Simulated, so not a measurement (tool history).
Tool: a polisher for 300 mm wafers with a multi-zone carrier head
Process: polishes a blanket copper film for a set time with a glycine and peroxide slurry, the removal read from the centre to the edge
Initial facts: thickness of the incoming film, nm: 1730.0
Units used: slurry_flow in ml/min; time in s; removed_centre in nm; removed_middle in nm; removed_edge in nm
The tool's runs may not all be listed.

run 1 hour=0 | slurry_flow=215 centre_zone=1 middle_zone=1 edge_zone=1 time=79 | removed_centre=294.26 removed_middle=294.74 removed_edge=296.09
run 2 hour=1.5 | slurry_flow=220 centre_zone=1.02 middle_zone=0.98 edge_zone=1.02 time=80 | removed_centre=306.95 removed_middle=287.73 removed_edge=302.6
run 3 hour=2.5 | slurry_flow=220 centre_zone=1.02 middle_zone=0.98 edge_zone=1.02 time=93 | removed_centre=356.81 removed_middle=334.66 removed_edge=344.61
run 4 hour=8.6 | slurry_flow=255 centre_zone=1.02 middle_zone=0.98 edge_zone=1.02 time=93 | removed_centre=361.72 removed_middle=341.64 removed_edge=355.33
run 5 hour=15.2 | slurry_flow=255 centre_zone=1.02 middle_zone=0.96 edge_zone=1.03 time=93 | removed_centre=361.28 removed_middle=334.41 removed_edge=360.72
run 6 hour=22 | slurry_flow=255 centre_zone=1.05 middle_zone=0.96 edge_zone=1.03 time=93 | removed_centre=374.75 removed_middle=331.15 removed_edge=356.53
run 7 hour=25.1 | slurry_flow=255 centre_zone=1.05 middle_zone=0.95 edge_zone=1.04 time=93 | removed_centre=361.74 removed_middle=326.83 removed_edge=355.52
run 8 hour=30.7 | slurry_flow=255 centre_zone=1.06 middle_zone=0.94 edge_zone=1.04 time=93 | removed_centre=381.75 removed_middle=326.96 removed_edge=348.61
run 9 hour=34.1 | slurry_flow=255 centre_zone=1.05 middle_zone=0.92 edge_zone=1.05 time=93 | removed_centre=365.09 removed_middle=319.81 removed_edge=365.98
run 10 hour=42.4 | slurry_flow=255 centre_zone=1.06 middle_zone=0.91 edge_zone=1.05 time=93 | removed_centre=366.39 removed_middle=318.54 removed_edge=359.74
run 11 hour=47.7 | slurry_flow=255 centre_zone=1.07 middle_zone=0.9 edge_zone=1.05 time=93 | removed_centre=372.07 removed_middle=312.69 removed_edge=357.78

Run 12 is up next; what results do you expect?
run 12 hour=55 | slurry_flow=255 centre_zone=1.07 middle_zone=0.89 edge_zone=1.05 time=93 | removed_centre=? removed_middle=? removed_edge=?

{"run 12": {"removed_centre": 376.82, "removed_middle": 316.53, "removed_edge": 358.1}}
